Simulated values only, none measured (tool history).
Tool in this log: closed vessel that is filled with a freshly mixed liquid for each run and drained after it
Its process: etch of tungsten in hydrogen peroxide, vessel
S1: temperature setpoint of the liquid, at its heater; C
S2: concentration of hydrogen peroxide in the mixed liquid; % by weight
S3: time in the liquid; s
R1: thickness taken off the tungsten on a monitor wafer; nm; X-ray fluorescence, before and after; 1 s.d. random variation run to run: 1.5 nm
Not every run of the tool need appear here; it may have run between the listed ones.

run	hour	S1	S2	S3	R1
1	0	48	25.5	90	213.57
2	8.4	54.5	25.5	90	313.85
3	15.5	48	25.5	90	212.05
4	17.3	44	25.5	90	165.16
5	20.2	46.5	25.5	90	193.9
6	25.6	48.5	25.5	90	218.54

Run 7, settings as shown, results not yet in. Your forecast:
7	30.5	50.5	25.5	90	?

{"run 7": {"R1": 245.77}}

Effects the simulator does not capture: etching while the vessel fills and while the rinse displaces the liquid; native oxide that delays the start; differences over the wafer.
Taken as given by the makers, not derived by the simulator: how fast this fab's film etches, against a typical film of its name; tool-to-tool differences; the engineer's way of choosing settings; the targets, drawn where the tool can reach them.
